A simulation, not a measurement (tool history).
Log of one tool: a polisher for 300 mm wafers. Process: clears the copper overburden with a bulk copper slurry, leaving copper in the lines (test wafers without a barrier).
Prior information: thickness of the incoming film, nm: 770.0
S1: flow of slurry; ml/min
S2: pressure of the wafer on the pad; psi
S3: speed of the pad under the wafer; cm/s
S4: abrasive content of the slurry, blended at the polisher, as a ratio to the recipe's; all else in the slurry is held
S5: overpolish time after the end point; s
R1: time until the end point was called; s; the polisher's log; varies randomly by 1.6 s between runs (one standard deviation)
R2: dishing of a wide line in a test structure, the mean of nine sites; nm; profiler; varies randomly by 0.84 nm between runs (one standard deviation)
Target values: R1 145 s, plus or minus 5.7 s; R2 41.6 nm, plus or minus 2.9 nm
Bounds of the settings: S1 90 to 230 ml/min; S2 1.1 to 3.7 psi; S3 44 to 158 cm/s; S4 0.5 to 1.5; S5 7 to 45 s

run  hour   S1   S2   S3  S4  S5      R1      R2
  1     0  150  2.4  100   1  23  105.26  69.697
  2   4.2  150  2.4  100   1  29  105.71  79.515
  3   6.4  150  2.6  100   1  29  98.339  82.974
  4  10.1  150  2.3  100   1  23  110.08   69.58
  5  16.2  150  2.1   98   1  18  119.38  53.272
  6  22.4  150  2.1   98   1  25  122.93  65.749
  7  25.1  150    2   98   1  21  124.91   59.69
  8    32  150  1.9   98   1  18  130.79  52.064
  9  35.7  145  1.6   98   1  12  151.75  35.247
 10    37  150  1.6   98   1  13  149.33   35.89

Consider the 5 candidate settings below. Which is the only one whose results all fall within their allowed miss of target?
  A  38.3  120  1.5  106   1.2  18   ?   ?
  B  38.3  130  1.4  106  0.85  17   ?   ?
  C  38.3  130  1.7  100  0.85  15   ?   ?
  D  38.3  140  1.8  108  0.85  13   ?   ?
  E  38.3  150  1.9   96   0.9  18   ?   ?

move      R1      R2
   A  146.36  47.558
   B  160.24  42.581
   C  145.99  42.221
   D  128.58   41.89
   E   134.3  51.551
A: takes the biggest miss from the last run beyond its target
B: corrects the largest miss of the last run, while another result sits out of spec
C: every result lands within tolerance
D: corrects the largest miss of the last run, while another result sits out of spec
E: takes the biggest miss from the last run beyond its target
Move C is the one to make.
